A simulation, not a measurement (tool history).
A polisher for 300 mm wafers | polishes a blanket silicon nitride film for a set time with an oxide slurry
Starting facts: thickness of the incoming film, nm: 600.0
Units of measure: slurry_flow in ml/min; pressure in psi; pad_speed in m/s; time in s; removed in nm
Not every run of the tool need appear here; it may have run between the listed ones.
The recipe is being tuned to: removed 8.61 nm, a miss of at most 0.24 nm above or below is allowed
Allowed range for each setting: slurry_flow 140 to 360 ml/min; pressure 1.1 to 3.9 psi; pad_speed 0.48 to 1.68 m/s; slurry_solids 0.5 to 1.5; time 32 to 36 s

Run 1, hour 0: slurry_flow 230 ml/min, pressure 2.5 psi, pad_speed 1.08 m/s, slurry_solids 1, time 36 s. Result: removed 14.309 nm.
Run 2, hour 7: slurry_flow 225 ml/min, pressure 2.1 psi, pad_speed 1.08 m/s, slurry_solids 1, time 36 s. Result: removed 12.477 nm.
Run 3, hour 10.7: slurry_flow 225 ml/min, pressure 2.1 psi, pad_speed 1.08 m/s, slurry_solids 1, time 36 s. Result: removed 12.424 nm.
Run 4, hour 17.4: slurry_flow 225 ml/min, pressure 1.8 psi, pad_speed 1.08 m/s, slurry_solids 1, time 36 s. Result: removed 10.82 nm.
Run 5, hour 20.6: slurry_flow 195 ml/min, pressure 1.8 psi, pad_speed 1.08 m/s, slurry_solids 1, time 36 s. Result: removed 10.608 nm.
Run 6, hour 25.6: slurry_flow 185 ml/min, pressure 1.7 psi, pad_speed 1.08 m/s, slurry_solids 1, time 36 s. Result: removed 9.9404 nm.
Run 7, hour 26.1: slurry_flow 175 ml/min, pressure 1.6 psi, pad_speed 1.08 m/s, slurry_solids 1, time 36 s. Result: removed 9.4704 nm.
Run 8, hour 30.7: slurry_flow 170 ml/min, pressure 1.5 psi, pad_speed 1.08 m/s, slurry_solids 1, time 36 s. Result: removed 8.817 nm.
Run 9, hour 36.6: slurry_flow 165 ml/min, pressure 1.5 psi, pad_speed 1.08 m/s, slurry_solids 1, time 36 s. Result: removed 8.8911 nm.
Run 10, hour 43.7: slurry_flow 165 ml/min, pressure 1.4 psi, pad_speed 1.08 m/s, slurry_solids 1, time 36 s. Result: removed 8.4106 nm.
At hour 51.4: conditioning disc replaced and pad reconditioned.
Run 11, hour 51.4: slurry_flow 170 ml/min, pressure 1.5 psi, pad_speed 1.08 m/s, slurry_solids 1, time 36 s. Result: removed 10.301 nm.
Run 12, hour 52.5: slurry_flow 170 ml/min, pressure 1.4 psi, pad_speed 1.06 m/s, slurry_solids 1, time 36 s. Result: removed 9.4351 nm.

Of the 4 settings listed for the next run, only one would bring every result within its allowed miss of target. Which one?
Run A, hour 53.6: slurry_flow 155 ml/min, pressure 1.7 psi, pad_speed 0.9 m/s, slurry_solids 0.7, time 35 s. Result: removed ?.
Run B, hour 53.6: slurry_flow 145 ml/min, pressure 1.7 psi, pad_speed 0.84 m/s, slurry_solids 1.2, time 35 s. Result: removed ?.
Run C, hour 53.6: slurry_flow 165 ml/min, pressure 1.6 psi, pad_speed 0.98 m/s, slurry_solids 1.1, time 36 s. Result: removed ?.
Run D, hour 53.6: slurry_flow 140 ml/min, pressure 1.6 psi, pad_speed 0.96 m/s, slurry_solids 1, time 33 s. Result: removed ?.

move  removed
   A   8.0962
   B   9.5592
   C    10.41
   D   8.7228
A: the result that was furthest off in the last run now lies on the other side of its target
B: further off than the last run
C: further off than the last run
D: each result inside its tolerance
D meets every target.
